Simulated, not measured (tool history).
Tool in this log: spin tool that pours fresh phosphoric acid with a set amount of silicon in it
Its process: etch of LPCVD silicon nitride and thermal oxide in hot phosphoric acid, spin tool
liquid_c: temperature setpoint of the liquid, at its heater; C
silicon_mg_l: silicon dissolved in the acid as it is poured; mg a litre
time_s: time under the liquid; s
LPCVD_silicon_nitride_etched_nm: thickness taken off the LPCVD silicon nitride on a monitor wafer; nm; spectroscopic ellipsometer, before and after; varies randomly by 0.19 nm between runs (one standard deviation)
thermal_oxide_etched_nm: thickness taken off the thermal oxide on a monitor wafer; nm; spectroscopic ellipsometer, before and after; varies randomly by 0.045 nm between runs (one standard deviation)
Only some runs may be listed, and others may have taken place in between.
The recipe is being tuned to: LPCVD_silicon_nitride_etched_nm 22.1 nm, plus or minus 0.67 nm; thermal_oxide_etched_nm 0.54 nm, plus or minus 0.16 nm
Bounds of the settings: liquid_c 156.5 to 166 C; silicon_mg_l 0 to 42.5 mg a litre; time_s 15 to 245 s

run	day	liquid_c	silicon_mg_l	time_s	LPCVD_silicon_nitride_etched_nm	thermal_oxide_etched_nm
1	0	161	18.5	125	10.919	0.24877
2	0.125	162	18.5	125	11.435	0.28411
3	0.167	162	24	125	11.489	0.27543
4	0.229	164	24	125	11.842	0.29801
5	0.579	164	24.5	140	13.568	0.34893
6	0.717	162.5	24.5	140	12.938	0.29259
7	0.983	162.5	24.5	140	12.965	0.32831
8	1.329	165	29.5	200	19.909	0.40163
9	1.479	165	28	205	20.474	0.42124
10	1.562	165	26.5	205	20.216	0.51331
11	1.633	165	27	210	21.181	0.47762
12	1.908	165	26.5	210	21.133	0.48834

Which of these 4 next moves meets every target?
A	2.183	163	34	215	?	?
B	2.183	165.5	22.5	200	?	?
C	2.183	166	24.5	190	?	?
D	2.183	164	23	230	?	?

move	LPCVD_silicon_nitride_etched_nm	thermal_oxide_etched_nm
A	20.089	0.3118
B	20.292	0.49287
C	19.595	0.46046
D	22.213	0.50113
A: misses by more than the last run did
B: misses by more than the last run did
C: misses by more than the last run did
D: all results land within tolerance of their targets
D meets every target.

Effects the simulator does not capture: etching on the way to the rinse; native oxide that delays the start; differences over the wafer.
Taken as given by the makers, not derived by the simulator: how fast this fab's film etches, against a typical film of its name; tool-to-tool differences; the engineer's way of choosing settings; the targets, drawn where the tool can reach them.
